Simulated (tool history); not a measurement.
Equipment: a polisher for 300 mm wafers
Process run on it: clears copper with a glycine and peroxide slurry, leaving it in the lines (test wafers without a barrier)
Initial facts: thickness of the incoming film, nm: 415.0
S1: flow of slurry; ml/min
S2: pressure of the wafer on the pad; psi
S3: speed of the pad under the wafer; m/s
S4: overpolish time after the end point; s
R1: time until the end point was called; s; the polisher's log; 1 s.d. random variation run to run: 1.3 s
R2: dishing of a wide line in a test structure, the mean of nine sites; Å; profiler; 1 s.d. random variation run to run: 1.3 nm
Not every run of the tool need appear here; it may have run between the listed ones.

run    day   S1   S2    S3  S4      R1      R2
  1      0  240  3.1  0.84  23  93.135  660.42
  2  0.042  240  2.8  0.84  24  98.327  631.62
  3  0.242  240  2.8  0.68  24  117.15  552.99
  4  0.612  240  2.8  0.76  24  107.73  601.91
  5  0.704  215  2.8  0.76  24  108.95  568.17
  6  0.883  215  2.8  0.64  24  127.33     524
  7  1.204  205  2.7  0.64  25   127.8  511.83
  8   1.45  200  2.6  0.64  26  132.59  510.52
  9  1.817  195  2.5  0.64  27  139.24  528.04
 10  2.058  190  2.5  0.64  27  137.95  545.29
 11  2.392  185  2.4  0.64  27  140.63   539.3

Expected results for the next run?
 12  2.55  185  2.3  0.64  27   ?   ?

Run 12 came out at R1 146.45 s, R2 503.98 Å.
